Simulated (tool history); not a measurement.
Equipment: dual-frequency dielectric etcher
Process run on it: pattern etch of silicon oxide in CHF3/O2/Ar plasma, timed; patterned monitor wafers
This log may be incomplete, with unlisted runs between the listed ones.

run    day  source power (W)  bias power (W)  etch time (s)  mean etch depth across the wafer (Å)
  1      0               890             165          452.5                                 10147
  2  0.292               890             165          452.5                                 10037
  3    0.5               890             141          452.5                                  9510
  4  0.604               950             146            453                                9965.8
     0.708  -- bias power generator calibrated
  5  0.708               950             146            472                                 10620
  6  0.854               980             147            472                                 10788
  7  1.154              1010             148            472                                 10961
  8  1.392              1030             149            472                                 11151

What will run 9 give?
  9  1.721              1040             149            472                                     ?

{"run 9": {"mean etch depth across the wafer (Å)": 11184}}
